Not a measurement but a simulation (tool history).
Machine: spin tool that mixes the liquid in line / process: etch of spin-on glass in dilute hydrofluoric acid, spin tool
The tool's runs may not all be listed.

run	hour	temperature setpoint of the liquid (K)	parts of water to one part of 49 % hydrofluoric acid (parts by volume)	time under the liquid (s)	thickness taken off the spin-on glass on a monitor wafer (angstrom)
1	0	297.15	100	45	152.41
2	7.2	297.15	100	45	155.18
3	10	298.65	95	45	171.88
4	13.8	298.65	95	50	190.67
5	21.6	297.15	95	50	179.99
6	22.2	295.65	95	50	169.21
7	30.8	297.15	90	50	192.34
# hour 37.7: thermometer replaced
8	37.7	298.65	90	50	225.42
9	41	299.15	90	50	224.61

Estimate the outcome of run 10 from the log above:
10	46.1	300.15	90	50	?

{"run 10": {"thickness taken off the spin-on glass on a monitor wafer (angstrom)": 233.76}}

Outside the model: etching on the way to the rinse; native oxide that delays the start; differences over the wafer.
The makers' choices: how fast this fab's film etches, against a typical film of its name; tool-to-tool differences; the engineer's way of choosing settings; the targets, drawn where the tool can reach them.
